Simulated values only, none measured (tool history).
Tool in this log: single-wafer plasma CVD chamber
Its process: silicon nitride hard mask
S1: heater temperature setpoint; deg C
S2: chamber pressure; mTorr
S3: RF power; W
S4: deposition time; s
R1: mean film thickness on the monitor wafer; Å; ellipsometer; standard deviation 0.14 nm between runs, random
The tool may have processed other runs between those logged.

Run 1, day 0: S1 400 deg C, S2 1380 mTorr, S3 385 W, S4 29.7 s. Result: R1 419.4 Å.
Run 2, day 0.121: S1 400 deg C, S2 1440 mTorr, S3 385 W, S4 29.7 s. Result: R1 420.98 Å.
Run 3, day 0.238: S1 400 deg C, S2 1540 mTorr, S3 385 W, S4 29.7 s. Result: R1 429.03 Å.
Run 4, day 0.283: S1 400 deg C, S2 1590 mTorr, S3 385 W, S4 29.7 s. Result: R1 430.77 Å.
Run 5, day 0.475: S1 400 deg C, S2 1680 mTorr, S3 385 W, S4 29.7 s. Result: R1 437.57 Å.
Run 6, day 0.654: S1 400 deg C, S2 1550 mTorr, S3 385 W, S4 29.7 s. Result: R1 429.32 Å.
Run 7, day 0.775: S1 400 deg C, S2 1600 mTorr, S3 385 W, S4 29.7 s. Result: R1 433.06 Å.
Run 8, day 1.029: S1 400 deg C, S2 1600 mTorr, S3 385 W, S4 29.7 s. Result: R1 433.79 Å.
Run 9, day 1.242: S1 400 deg C, S2 1640 mTorr, S3 385 W, S4 29.7 s. Result: R1 435.57 Å.
Run 10, day 1.35: S1 400 deg C, S2 1670 mTorr, S3 385 W, S4 29.7 s. Result: R1 435.07 Å.
Run 11, day 1.425: S1 400 deg C, S2 1710 mTorr, S3 385 W, S4 29.7 s. Result: R1 438.97 Å.

Estimate the outcome of run 12 from the log above:
Run 12, day 1.729: S1 400 deg C, S2 1740 mTorr, S3 385 W, S4 29.7 s. Result: R1 ?.

Run 12 gave R1 440.01 Å.
